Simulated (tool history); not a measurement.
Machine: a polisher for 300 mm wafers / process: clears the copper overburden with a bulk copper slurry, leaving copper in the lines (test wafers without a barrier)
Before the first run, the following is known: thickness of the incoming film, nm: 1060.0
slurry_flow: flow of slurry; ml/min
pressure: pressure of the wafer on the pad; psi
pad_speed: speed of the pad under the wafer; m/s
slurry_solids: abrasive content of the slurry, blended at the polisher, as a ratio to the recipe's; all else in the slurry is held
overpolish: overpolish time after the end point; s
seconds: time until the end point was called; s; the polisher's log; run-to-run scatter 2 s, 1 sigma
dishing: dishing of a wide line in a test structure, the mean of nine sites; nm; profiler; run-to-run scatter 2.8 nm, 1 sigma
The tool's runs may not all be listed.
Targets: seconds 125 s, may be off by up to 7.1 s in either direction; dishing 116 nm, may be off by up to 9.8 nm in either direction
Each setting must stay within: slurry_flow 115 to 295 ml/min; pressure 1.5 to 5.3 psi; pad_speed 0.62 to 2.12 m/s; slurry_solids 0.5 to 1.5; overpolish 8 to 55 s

| run | hour | slurry_flow | pressure | pad_speed | slurry_solids | overpolish | seconds | dishing |
|---|---|---|---|---|---|---|---|---|
| 1 | 0 | 190 | 3.4 | 1.36 | 1 | 28 | 64.975 | 142.23 |
| 2 | 8.7 | 215 | 3.4 | 1.36 | 1 | 28 | 64.699 | 154.95 |
| 3 | 15.1 | 215 | 3.4 | 1.36 | 1.2 | 28 | 60.616 | 146.17 |
| 4 | 16.2 | 215 | 3.4 | 1.36 | 1.2 | 16 | 61.516 | 119.73 |
| 5 | 21.2 | 245 | 3.4 | 1.36 | 1.2 | 16 | 61.347 | 120.79 |
| 6 | 24.7 | 230 | 3.4 | 1.36 | 1.2 | 16 | 61.647 | 120.77 |
| 7 | 30.2 | 230 | 2.8 | 1.3 | 1.15 | 22 | 73.61 | 124.68 |
| 8 | 30.9 | 230 | 2.4 | 1.18 | 1.1 | 24 | 90.19 | 116 |
| 9 | 33.4 | 230 | 2.4 | 1.18 | 1.1 | 24 | 86.941 | 117.9 |
| 10 | 35.3 | 230 | 2.4 | 1.18 | 1.1 | 24 | 85.992 | 118.63 |

5 candidate next runs follow, results not yet known. Just one meets every target within its allowed miss. Identify it.
| A | 37.2 | 190 | 1.8 | 0.68 | 1.05 | 27 | ? | ? |
| B | 37.2 | 225 | 1.6 | 1.1 | 1.05 | 38 | ? | ? |
| C | 37.2 | 190 | 1.7 | 0.94 | 0.85 | 28 | ? | ? |
| D | 37.2 | 180 | 2 | 1.02 | 1 | 21 | ? | ? |
| E | 37.2 | 185 | 2.8 | 0.72 | 1.25 | 32 | ? | ? |

| move | seconds | dishing |
|---|---|---|
| A | 149.78 | 95.458 |
| B | 124.7 | 115.12 |
| C | 143.1 | 98.517 |
| D | 117.84 | 96.323 |
| E | 102.13 | 130.05 |
A: takes the biggest miss from the last run beyond its target
B: hits every target within its allowed miss
C: takes the biggest miss from the last run beyond its target
D: moves toward the targets from the last run without getting all of them in spec
E: moves toward the targets from the last run without getting all of them in spec
The move that meets every target is B.
